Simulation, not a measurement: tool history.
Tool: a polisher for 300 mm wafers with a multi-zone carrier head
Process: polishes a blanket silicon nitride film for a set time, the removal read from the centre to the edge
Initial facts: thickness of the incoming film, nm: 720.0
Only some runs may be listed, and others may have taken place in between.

run	hour	flow of slurry (ml/min)	pressure of the head's centre zone	pressure of the head's middle zone	pressure of the head's edge zone	polishing time (s)	film removed at the wafer's centre (angstrom)	film removed at mid-radius (angstrom)	film removed at the wafer's edge (angstrom)
1	0	220	1	1	1	87	2132.6	2168	2210.1
2	5.7	220	1.02	0.99	0.95	79	2032	1983.7	1923.8
3	9.5	220	1.06	0.99	0.95	79	2062.5	1970.6	1897
4	16.3	210	1.05	0.96	0.93	75	1943.2	1776.8	1854
5	21.8	210	1.08	0.96	0.93	75	1988.5	1831.9	1811.1
6	27.6	175	1.08	0.96	0.93	75	1901.8	1748.6	1767.1
7	35.9	165	1.09	0.96	0.91	72	1841.9	1661.2	1724.4
8	41.6	170	1.1	0.97	0.9	69	1790.9	1603.9	1603.9

What does the tool deliver on the next run?
9	45	165	1.1	0.98	0.89	69	?	?	?

Run 9 yielded film removed at the wafer's centre (angstrom) 1791, film removed at mid-radius (angstrom) 1650.7, film removed at the wafer's edge (angstrom) 1645.3.
